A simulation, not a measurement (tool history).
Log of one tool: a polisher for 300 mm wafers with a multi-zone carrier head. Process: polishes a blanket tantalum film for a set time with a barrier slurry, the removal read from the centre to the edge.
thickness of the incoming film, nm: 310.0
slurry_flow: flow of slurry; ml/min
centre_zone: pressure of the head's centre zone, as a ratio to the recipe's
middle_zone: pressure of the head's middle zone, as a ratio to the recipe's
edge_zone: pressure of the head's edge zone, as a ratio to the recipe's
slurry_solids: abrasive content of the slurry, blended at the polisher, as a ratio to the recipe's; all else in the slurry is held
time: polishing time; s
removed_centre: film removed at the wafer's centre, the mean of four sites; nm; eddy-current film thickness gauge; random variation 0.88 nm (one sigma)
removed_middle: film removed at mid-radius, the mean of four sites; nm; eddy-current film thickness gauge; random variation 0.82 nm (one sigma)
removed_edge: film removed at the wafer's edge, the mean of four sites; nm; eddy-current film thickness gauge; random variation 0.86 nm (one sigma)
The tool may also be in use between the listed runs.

Run 1, day 0: slurry_flow 220 ml/min, centre_zone 1, middle_zone 1, edge_zone 1, slurry_solids 1, time 69 s. Result: removed_centre 62.253 nm, removed_middle 63.449 nm, removed_edge 61.615 nm.
Run 2, day 0.262: slurry_flow 180 ml/min, centre_zone 1, middle_zone 1, edge_zone 1, slurry_solids 1, time 69 s. Result: removed_centre 60.68 nm, removed_middle 61.624 nm, removed_edge 59.871 nm.
Run 3, day 0.638: slurry_flow 180 ml/min, centre_zone 1, middle_zone 1, edge_zone 1.07, slurry_solids 1, time 69 s. Result: removed_centre 61.656 nm, removed_middle 62.149 nm, removed_edge 61.58 nm.
Run 4, day 0.912: slurry_flow 195 ml/min, centre_zone 1, middle_zone 0.98, edge_zone 1.09, slurry_solids 1.1, time 70 s. Result: removed_centre 64.47 nm, removed_middle 63.878 nm, removed_edge 65.665 nm.
Run 5, day 0.958: slurry_flow 195 ml/min, centre_zone 1, middle_zone 0.91, edge_zone 1.09, slurry_solids 1.1, time 70 s. Result: removed_centre 65.609 nm, removed_middle 60.537 nm, removed_edge 65.496 nm.
Run 6, day 1.004: slurry_flow 205 ml/min, centre_zone 1, middle_zone 0.91, edge_zone 1.11, slurry_solids 1.2, time 71 s. Result: removed_centre 67.446 nm, removed_middle 64.087 nm, removed_edge 70.377 nm.
Run 7, day 1.079: slurry_flow 215 ml/min, centre_zone 1.02, middle_zone 0.92, edge_zone 1.13, slurry_solids 1.25, time 71 s. Result: removed_centre 71.056 nm, removed_middle 64.926 nm, removed_edge 70.883 nm.

Run 8 comes next. What will it give?
Run 8, day 1.429: slurry_flow 220 ml/min, centre_zone 1.02, middle_zone 0.92, edge_zone 1.14, slurry_solids 1.3, time 72 s. Result: removed_centre ?, removed_middle ?, removed_edge ?.

removed_centre: 71.701 nm
removed_middle: 65.737 nm
removed_edge: 74.169 nm

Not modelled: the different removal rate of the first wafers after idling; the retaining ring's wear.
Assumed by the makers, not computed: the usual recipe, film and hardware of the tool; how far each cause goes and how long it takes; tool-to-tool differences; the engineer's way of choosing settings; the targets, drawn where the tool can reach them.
